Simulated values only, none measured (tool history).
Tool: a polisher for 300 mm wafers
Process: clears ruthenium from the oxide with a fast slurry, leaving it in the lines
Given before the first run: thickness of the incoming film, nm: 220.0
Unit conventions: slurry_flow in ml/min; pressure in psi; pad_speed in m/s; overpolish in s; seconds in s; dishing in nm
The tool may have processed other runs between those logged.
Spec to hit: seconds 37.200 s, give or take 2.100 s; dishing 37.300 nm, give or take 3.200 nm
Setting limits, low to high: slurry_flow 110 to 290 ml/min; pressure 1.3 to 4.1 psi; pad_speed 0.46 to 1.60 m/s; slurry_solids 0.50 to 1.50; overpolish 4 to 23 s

| run | hour | slurry_flow | pressure | pad_speed | slurry_solids | overpolish | seconds | dishing |
|---|---|---|---|---|---|---|---|---|
| 1 | 0.0 | 185 | 2.7 | 1.02 | 1.00 | 12 | 54.730 | 31.900 |
| 2 | 8.7 | 160 | 2.7 | 1.02 | 1.00 | 12 | 55.250 | 31.763 |
| 3 | 16.4 | 160 | 2.7 | 1.02 | 1.00 | 15 | 55.381 | 37.395 |
| 4 | 25.0 | 160 | 3.1 | 1.02 | 1.00 | 15 | 49.624 | 41.511 |
| 5 | 25.7 | 160 | 3.1 | 0.86 | 1.00 | 15 | 55.941 | 37.436 |
| 6 | 27.6 | 160 | 3.1 | 1.06 | 1.00 | 15 | 48.316 | 41.083 |
| 7 | 32.2 | 160 | 3.3 | 1.08 | 1.00 | 14 | 44.721 | 41.766 |
| 8 | 35.2 | 160 | 3.4 | 1.10 | 1.00 | 13 | 42.177 | 40.014 |

Of the 5 settings listed for the next run, only one would bring every result within its allowed miss of target. Which one?
| A | 38.2 | 165 | 3.2 | 1.12 | 1.05 | 9 | ? | ? |
| B | 38.2 | 185 | 3.8 | 1.04 | 1.15 | 14 | ? | ? |
| C | 38.2 | 175 | 3.8 | 0.86 | 1.30 | 15 | ? | ? |
| D | 38.2 | 175 | 3.6 | 1.12 | 1.10 | 10 | ? | ? |
| E | 38.2 | 165 | 3.7 | 1.10 | 1.15 | 14 | ? | ? |

| move | seconds | dishing |
|---|---|---|
| A | 44.514 | 31.358 |
| B | 38.238 | 47.954 |
| C | 43.200 | 46.345 |
| D | 38.764 | 37.724 |
| E | 38.098 | 48.066 |
A: its largest miss is bigger than the last run's
B: meets the target for the result that was furthest off, but another lies outside its allowed miss
C: its largest miss is bigger than the last run's
D: hits every target within its allowed miss
E: meets the target for the result that was furthest off, but another lies outside its allowed miss
D is the move that brings every result within its allowed miss.
